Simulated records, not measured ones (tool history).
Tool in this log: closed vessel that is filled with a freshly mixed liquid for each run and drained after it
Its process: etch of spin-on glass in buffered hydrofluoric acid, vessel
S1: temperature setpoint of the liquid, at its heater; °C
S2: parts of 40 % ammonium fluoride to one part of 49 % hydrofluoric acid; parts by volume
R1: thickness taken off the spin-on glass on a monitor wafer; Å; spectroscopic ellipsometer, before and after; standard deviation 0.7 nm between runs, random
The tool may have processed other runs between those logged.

run 1 hour=0.0 | S1=23.0 S2=12.5 time_in_the_liquid_(s)=30 | R1=616.67
run 2 hour=3.4 | S1=24.5 S2=12.5 time_in_the_liquid_(s)=30 | R1=671.21
run 3 hour=11.4 | S1=25.5 S2=12.5 time_in_the_liquid_(s)=30 | R1=710.71
run 4 hour=19.5 | S1=25.5 S2=12.5 time_in_the_liquid_(s)=30 | R1=709.13
run 5 hour=22.9 | S1=25.5 S2=12.5 time_in_the_liquid_(s)=30 | R1=696.96
run 6 hour=23.8 | S1=26.5 S2=12.5 time_in_the_liquid_(s)=30 | R1=741.75

Expected results for the next run?
run 7 hour=29.5 | S1=27.0 S2=12.5 time_in_the_liquid_(s)=30 | R1=?

Run 7 measured R1 758.73 Å.
